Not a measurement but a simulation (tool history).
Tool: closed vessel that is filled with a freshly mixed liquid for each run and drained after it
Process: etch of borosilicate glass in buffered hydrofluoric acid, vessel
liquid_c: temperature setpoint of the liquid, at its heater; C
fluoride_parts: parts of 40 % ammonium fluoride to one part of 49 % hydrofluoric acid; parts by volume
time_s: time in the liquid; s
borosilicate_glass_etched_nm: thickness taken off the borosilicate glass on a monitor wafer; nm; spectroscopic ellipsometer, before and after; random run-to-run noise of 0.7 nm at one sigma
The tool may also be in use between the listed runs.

run,hour,liquid_c,fluoride_parts,time_s,borosilicate_glass_etched_nm
1,0.0,24.0,19,85,59.460
2,6.8,24.0,19,85,60.926
3,12.4,24.5,19,85,62.325
4,19.5,25.0,19,85,63.763
5,26.9,25.5,19,85,65.569
6,35.0,22.0,19,85,54.310
7,40.1,23.0,19,85,57.919

The next listed run, before its measurement:
8,42.3,24.0,19,85,?

{"run 8": {"borosilicate_glass_etched_nm": 60.758}}

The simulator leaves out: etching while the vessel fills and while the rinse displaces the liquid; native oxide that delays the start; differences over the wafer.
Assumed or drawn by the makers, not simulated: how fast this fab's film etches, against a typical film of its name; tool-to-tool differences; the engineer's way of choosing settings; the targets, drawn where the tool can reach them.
